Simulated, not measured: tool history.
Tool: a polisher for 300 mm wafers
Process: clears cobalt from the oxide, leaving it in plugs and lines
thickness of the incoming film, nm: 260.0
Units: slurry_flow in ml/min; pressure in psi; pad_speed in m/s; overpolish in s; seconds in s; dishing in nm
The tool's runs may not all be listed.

run    day  slurry_flow  pressure  pad_speed  overpolish  seconds  dishing
  1  0.000          240       1.5       1.08          12   65.499   31.972
  2  0.258          240       1.5       1.08           9   64.690   25.718
  3  0.546          240       1.5       1.08           5   64.816   15.459
  4  0.825          240       1.5       0.92           5   74.037   13.944
  5  0.929          240       1.5       0.92           4   75.426   11.188
  6  1.142          240       1.5       1.06           4   66.235   12.907
  7  1.304          235       1.4       1.06           5   71.748   14.805

Forecast run 8:
  8  1.400          225       1.3       1.06           5        ?        ?

Run 8 gave seconds 75.793 s, dishing 13.885 nm.
